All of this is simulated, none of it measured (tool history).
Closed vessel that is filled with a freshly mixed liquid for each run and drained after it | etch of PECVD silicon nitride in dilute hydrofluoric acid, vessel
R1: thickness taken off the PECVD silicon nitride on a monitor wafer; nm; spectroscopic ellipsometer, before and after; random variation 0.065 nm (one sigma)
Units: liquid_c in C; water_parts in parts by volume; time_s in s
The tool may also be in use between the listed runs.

run 1 hour=0.0 | liquid_c=24.0 water_parts=215 time_s=1715 | R1=24.281
run 2 hour=8.5 | liquid_c=22.0 water_parts=240 time_s=1715 | R1=18.881
run 3 hour=13.7 | liquid_c=22.0 water_parts=200 time_s=1715 | R1=22.851
run 4 hour=21.9 | liquid_c=22.0 water_parts=200 time_s=1840 | R1=24.548
run 5 hour=28.1 | liquid_c=22.0 water_parts=200 time_s=1840 | R1=24.393
run 6 hour=33.0 | liquid_c=20.5 water_parts=230 time_s=1840 | R1=19.233
run 7 hour=40.9 | liquid_c=19.5 water_parts=250 time_s=1840 | R1=16.702

Run 8 comes next. What will it give?
run 8 hour=49.8 | liquid_c=19.0 water_parts=270 time_s=1840 | R1=?

{"run 8": {"R1": 14.886}}
